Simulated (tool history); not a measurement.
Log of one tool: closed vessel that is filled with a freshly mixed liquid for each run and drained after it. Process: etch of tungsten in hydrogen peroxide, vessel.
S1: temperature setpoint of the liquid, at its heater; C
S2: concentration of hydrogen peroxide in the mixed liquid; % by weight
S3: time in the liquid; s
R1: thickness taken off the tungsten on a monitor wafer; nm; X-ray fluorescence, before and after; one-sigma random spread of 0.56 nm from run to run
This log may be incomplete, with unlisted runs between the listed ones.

{"run": 1, "hour": 0.0, "S1": 54.0, "S2": 17.5, "S3": 95, "R1": 130.81}
{"run": 2, "hour": 8.3, "S1": 50.5, "S2": 17.5, "S3": 95, "R1": 105.03}
{"run": 3, "hour": 13.8, "S1": 50.5, "S2": 17.5, "S3": 95, "R1": 106.08}
{"run": 4, "hour": 21.8, "S1": 50.5, "S2": 14.0, "S3": 95, "R1": 95.157}
{"run": 5, "hour": 23.3, "S1": 50.5, "S2": 12.0, "S3": 95, "R1": 86.771}
{"run": 6, "hour": 27.8, "S1": 49.0, "S2": 12.0, "S3": 95, "R1": 80.668}
{"run": 7, "hour": 34.4, "S1": 48.0, "S2": 12.0, "S3": 95, "R1": 76.639}

Run 8 has not been measured yet. What should we expect?
{"run": 8, "hour": 39.0, "S1": 47.0, "S2": 12.0, "S3": 95, "R1": "?"}

R1: 71.815 nm
